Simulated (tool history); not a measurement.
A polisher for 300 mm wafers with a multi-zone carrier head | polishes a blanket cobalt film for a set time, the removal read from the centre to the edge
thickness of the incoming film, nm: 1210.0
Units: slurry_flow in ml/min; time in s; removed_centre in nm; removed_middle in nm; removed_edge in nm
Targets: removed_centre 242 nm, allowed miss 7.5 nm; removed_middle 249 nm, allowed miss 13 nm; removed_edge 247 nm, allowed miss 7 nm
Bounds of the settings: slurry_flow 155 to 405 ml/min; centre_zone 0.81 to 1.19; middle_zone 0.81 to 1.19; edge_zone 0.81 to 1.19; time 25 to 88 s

| run | hour | slurry_flow | centre_zone | middle_zone | edge_zone | time | removed_centre | removed_middle | removed_edge |
|---|---|---|---|---|---|---|---|---|---|
| 1 | 0 | 260 | 1 | 1 | 1 | 56 | 201.68 | 205.69 | 203.59 |
| 2 | 3.9 | 260 | 1.08 | 1 | 1 | 56 | 219.01 | 207.83 | 203.36 |
| 3 | 5.6 | 285 | 1.08 | 1 | 1 | 56 | 219.2 | 209.21 | 205.04 |
| 4 | 8 | 285 | 1.08 | 0.97 | 1 | 56 | 219.76 | 201.93 | 206.96 |
| 5 | 11.6 | 285 | 1.08 | 0.97 | 1.05 | 56 | 219.57 | 207.48 | 210.04 |
| 6 | 20.5 | 345 | 1.08 | 0.97 | 1.05 | 56 | 223.04 | 206.12 | 213.52 |
| 7 | 25.9 | 345 | 1.07 | 0.98 | 1.07 | 57 | 228.51 | 213.35 | 219.08 |
| 8 | 34.7 | 345 | 1.06 | 0.99 | 1.08 | 58 | 228.84 | 216.69 | 228.07 |
| 9 | 38.6 | 345 | 1.06 | 1.02 | 1.09 | 58 | 229.62 | 221.65 | 225.7 |
| 10 | 41.5 | 345 | 1.06 | 1.03 | 1.1 | 59 | 230.38 | 220.55 | 226.33 |
| 11 | 47.3 | 345 | 1.05 | 1.04 | 1.1 | 60 | 230.69 | 231.38 | 230.21 |
| 12 | 52.3 | 345 | 1.05 | 1.04 | 1.11 | 61 | 238.08 | 236.72 | 237.78 |
| 13 | 59 | 345 | 1.05 | 1.05 | 1.12 | 61 | 238.12 | 238.87 | 237.9 |

Which of these 4 next moves meets every target?
| A | 65.7 | 380 | 1.11 | 0.85 | 1.16 | 58 | ? | ? | ? |
| B | 65.7 | 355 | 1.01 | 0.99 | 1.19 | 64 | ? | ? | ? |
| C | 65.7 | 345 | 1.09 | 1.02 | 1.08 | 58 | ? | ? | ? |
| D | 65.7 | 310 | 1.02 | 1.05 | 1.08 | 64 | ? | ? | ? |

| move | removed_centre | removed_middle | removed_edge |
|---|---|---|---|
| A | 241.02 | 196.45 | 233.58 |
| B | 240.86 | 239.83 | 259.82 |
| C | 235.25 | 221.51 | 223.93 |
| D | 240.91 | 247.83 | 245.66 |
A: further off than the last run
B: takes the result that was furthest off past its target
C: further off than the last run
D: meets every target
The right move is D.
